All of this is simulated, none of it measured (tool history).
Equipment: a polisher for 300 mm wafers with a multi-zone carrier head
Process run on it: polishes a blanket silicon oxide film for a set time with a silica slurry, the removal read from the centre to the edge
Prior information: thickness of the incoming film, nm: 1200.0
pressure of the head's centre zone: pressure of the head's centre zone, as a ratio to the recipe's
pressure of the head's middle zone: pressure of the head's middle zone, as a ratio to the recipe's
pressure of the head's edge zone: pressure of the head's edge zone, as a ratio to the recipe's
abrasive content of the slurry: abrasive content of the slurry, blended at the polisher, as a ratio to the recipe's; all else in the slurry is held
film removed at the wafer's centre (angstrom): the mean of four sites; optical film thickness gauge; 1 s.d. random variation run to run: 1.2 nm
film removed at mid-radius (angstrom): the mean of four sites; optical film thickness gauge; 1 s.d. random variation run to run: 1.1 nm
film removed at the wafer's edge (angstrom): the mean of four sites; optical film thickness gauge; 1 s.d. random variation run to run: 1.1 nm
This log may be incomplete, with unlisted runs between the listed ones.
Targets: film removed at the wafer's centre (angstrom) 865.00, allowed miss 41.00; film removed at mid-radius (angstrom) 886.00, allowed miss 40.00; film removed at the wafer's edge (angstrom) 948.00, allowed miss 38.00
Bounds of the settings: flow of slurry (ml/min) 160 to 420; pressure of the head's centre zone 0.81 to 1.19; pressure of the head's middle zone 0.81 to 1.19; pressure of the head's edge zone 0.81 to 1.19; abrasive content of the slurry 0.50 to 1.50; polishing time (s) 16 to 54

run  hour  flow of slurry (ml/min)  pressure of the head's centre zone  pressure of the head's middle zone  pressure of the head's edge zone  abrasive content of the slurry  polishing time (s)  film removed at the wafer's centre (angstrom)  film removed at mid-radius (angstrom)  film removed at the wafer's edge (angstrom)
  1   0.0                      270                                1.00                                1.00                              1.00                            1.00                  35                                        1812.70                                1738.40                                      1780.50
  2   5.5                      265                                0.98                                0.99                              0.99                            0.90                  33                                        1584.70                                1521.70                                      1522.70
  3  12.3                      260                                0.95                                0.97                              1.01                            0.85                  32                                        1428.20                                1450.30                                      1465.40
  4  17.5                      260                                0.95                                0.97                              0.96                            0.85                  32                                        1393.50                                1414.80                                      1425.30
  5  18.6                      255                                0.94                                0.95                              0.95                            0.80                  31                                        1270.80                                1291.00                                      1308.90
  6  26.7                      250                                0.93                                0.93                              0.93                            0.75                  31                                        1205.00                                1202.30                                      1220.90
  7  33.8                      215                                0.83                                0.83                              0.90                            0.50                  30                                         649.39                                 682.85                                       742.81
  8  41.3                      235                                0.84                                0.84                              0.91                            0.50                  30                                         667.16                                 687.76                                       739.71
  9  47.3                      225                                0.86                                0.86                              0.93                            0.50                  30                                         696.95                                 699.81                                       727.59
 10  48.1                      245                                0.86                                0.86                              0.91                            0.50                  30                                         696.70                                 706.41                                       739.18
 11  49.4                      245                                0.86                                0.86                              0.92                            0.55                  30                                         773.01                                 828.57                                       848.63
 12  50.1                      245                                0.87                                0.85                              0.93                            0.55                  30                                         798.31                                 794.29                                       861.54
 13  58.2                      265                                0.88                                0.92                              1.00                            0.70                  30                                        1077.00                                1079.10                                      1147.30
 14  65.0                      250                                0.88                                0.91                              0.99                            0.70                  30                                        1030.50                                1091.90                                      1133.60
 15  72.0                      240                                0.88                                0.90                              0.98                            0.70                  30                                        1046.60                                1076.20                                      1151.60
 16  80.5                      240                                0.88                                0.89                              0.96                            0.70                  30                                        1046.00                                1061.00                                      1147.10
 17  87.6                      240                                0.88                                0.88                              0.94                            0.70                  30                                        1041.20                                1078.90                                      1116.60
 18  88.9                      230                                0.88                                0.89                              0.95                            0.70                  30                                        1035.20                                1073.40                                      1099.10
 19  93.3                      240                                0.88                                0.88                              0.93                            0.70                  30                                        1026.70                                1076.90                                      1102.50
 20  97.1                      230                                0.88                                0.88                              0.94                            0.70                  30                                        1008.60                                1043.40                                      1110.40
 21  97.7                      225                                0.88                                0.87                              0.93                            0.70                  30                                        1013.50                                1048.60                                      1127.20

Of the 4 settings listed for the next run, only one would bring every result within its allowed miss of target. Which one?
  A  98.3                      300                                1.07                                0.94                              0.89                            0.55                  33                                              ?                                      ?                                            ?
  B  98.3                      275                                0.82                                0.91                              0.81                            0.70                  27                                              ?                                      ?                                            ?
  C  98.3                      240                                0.86                                0.86                              0.96                            0.65                  27                                              ?                                      ?                                            ?
  D  98.3                      275                                1.06                                0.81                              0.97                            0.55                  31                                              ?                                      ?                                            ?

move  film removed at the wafer's centre (angstrom)  film removed at mid-radius (angstrom)  film removed at the wafer's edge (angstrom)
   A                                        1083.70                                 969.04                                       937.80
   B                                         869.00                                1001.70                                       946.33
   C                                         834.22                                 891.89                                       941.27
   D                                         997.71                                 836.57                                       911.68
A: meets the target for the result that was furthest off, but another lies outside its allowed miss
B: meets the target for the result that was furthest off, but another lies outside its allowed miss
C: in spec on every target
D: meets the target for the result that was furthest off, but another lies outside its allowed miss
So the answer is move C, the one that meets all the targets.
